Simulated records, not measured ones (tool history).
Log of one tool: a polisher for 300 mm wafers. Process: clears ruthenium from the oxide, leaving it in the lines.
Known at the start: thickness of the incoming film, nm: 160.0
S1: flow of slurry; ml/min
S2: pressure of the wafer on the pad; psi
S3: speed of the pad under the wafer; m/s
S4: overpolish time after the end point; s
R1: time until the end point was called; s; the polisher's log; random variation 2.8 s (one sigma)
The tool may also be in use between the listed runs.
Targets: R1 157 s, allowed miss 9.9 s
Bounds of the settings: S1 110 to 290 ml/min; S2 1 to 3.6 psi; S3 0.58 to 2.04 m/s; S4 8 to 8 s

run 1 hour=0 | S1=185 S2=2.3 S3=1.3 S4=8 | R1=110.89
run 2 hour=4 | S1=185 S2=2.3 S3=1.06 S4=8 | R1=122.48
run 3 hour=12.6 | S1=150 S2=2.3 S3=1.06 S4=8 | R1=131.83
run 4 hour=16.2 | S1=150 S2=2.2 S3=1.06 S4=8 | R1=139.97
run 5 hour=24 | S1=150 S2=2.2 S3=1.06 S4=8 | R1=139.05
run 6 hour=32.2 | S1=150 S2=2.5 S3=1.06 S4=8 | R1=124.88
run 7 hour=34 | S1=145 S2=2.4 S3=1.04 S4=8 | R1=127.08
run 8 hour=42.4 | S1=145 S2=2.3 S3=1.02 S4=8 | R1=133.71

Which of these 5 next moves meets every target?
run A hour=50.8 | S1=175 S2=1.9 S3=0.98 S4=8 | R1=?
run B hour=50.8 | S1=160 S2=2.6 S3=0.92 S4=8 | R1=?
run C hour=50.8 | S1=195 S2=2.5 S3=1.18 S4=8 | R1=?
run D hour=50.8 | S1=170 S2=2.7 S3=0.88 S4=8 | R1=?
run E hour=50.8 | S1=155 S2=2.5 S3=1.18 S4=8 | R1=?

move=A R1=156.26
move=B R1=128.84
move=C R1=108.97
move=D R1=127.67
move=E R1=112.21
A: meets every target
B: further off than the last run
C: further off than the last run
D: further off than the last run
E: further off than the last run
The right move is A.

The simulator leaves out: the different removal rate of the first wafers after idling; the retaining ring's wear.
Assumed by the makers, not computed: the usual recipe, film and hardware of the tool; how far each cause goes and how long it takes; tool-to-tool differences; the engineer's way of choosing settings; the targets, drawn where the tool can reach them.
